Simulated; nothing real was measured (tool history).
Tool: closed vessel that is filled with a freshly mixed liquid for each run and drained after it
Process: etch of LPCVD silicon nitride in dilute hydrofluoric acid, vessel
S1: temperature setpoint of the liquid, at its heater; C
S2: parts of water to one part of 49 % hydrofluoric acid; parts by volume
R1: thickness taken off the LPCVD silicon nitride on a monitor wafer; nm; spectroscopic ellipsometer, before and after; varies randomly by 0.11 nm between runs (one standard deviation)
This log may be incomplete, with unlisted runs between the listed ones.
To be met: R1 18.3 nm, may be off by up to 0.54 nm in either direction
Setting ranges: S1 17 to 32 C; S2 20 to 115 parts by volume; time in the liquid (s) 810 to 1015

run 1 hour=0 | S1=24 S2=65 time_in_the_liquid_(s)=1015 | R1=9.0487
run 2 hour=8.4 | S1=24 S2=65 time_in_the_liquid_(s)=810 | R1=7.1812
run 3 hour=12.1 | S1=25.5 S2=60 time_in_the_liquid_(s)=810 | R1=8.6004
run 4 hour=12.7 | S1=25.5 S2=60 time_in_the_liquid_(s)=1015 | R1=10.756
run 5 hour=14.1 | S1=28 S2=60 time_in_the_liquid_(s)=1015 | R1=12.509
-- hour=20.4 thermometer replaced
run 6 hour=20.4 | S1=28 S2=60 time_in_the_liquid_(s)=810 | R1=8.859
run 7 hour=21.2 | S1=28.5 S2=55 time_in_the_liquid_(s)=810 | R1=10.125
run 8 hour=24.6 | S1=32 S2=30 time_in_the_liquid_(s)=820 | R1=22.866
run 9 hour=26.2 | S1=31.5 S2=30 time_in_the_liquid_(s)=820 | R1=22.372
run 10 hour=34.6 | S1=31 S2=30 time_in_the_liquid_(s)=820 | R1=21.632
run 11 hour=37.8 | S1=28 S2=30 time_in_the_liquid_(s)=820 | R1=17.705

Exactly one of the 4 candidate moves below puts every result within its allowed miss. Which one?
run A hour=41 | S1=26 S2=30 time_in_the_liquid_(s)=870 | R1=?
run B hour=41 | S1=26 S2=30 time_in_the_liquid_(s)=890 | R1=?
run C hour=41 | S1=29 S2=35 time_in_the_liquid_(s)=925 | R1=?
run D hour=41 | S1=29 S2=40 time_in_the_liquid_(s)=965 | R1=?

move=A R1=16.37
move=B R1=16.747
move=C R1=18.28
move=D R1=16.732
A: the biggest miss grows against the last run
B: the biggest miss grows against the last run
C: in spec on every target
D: the biggest miss grows against the last run
Move C is the one to make.
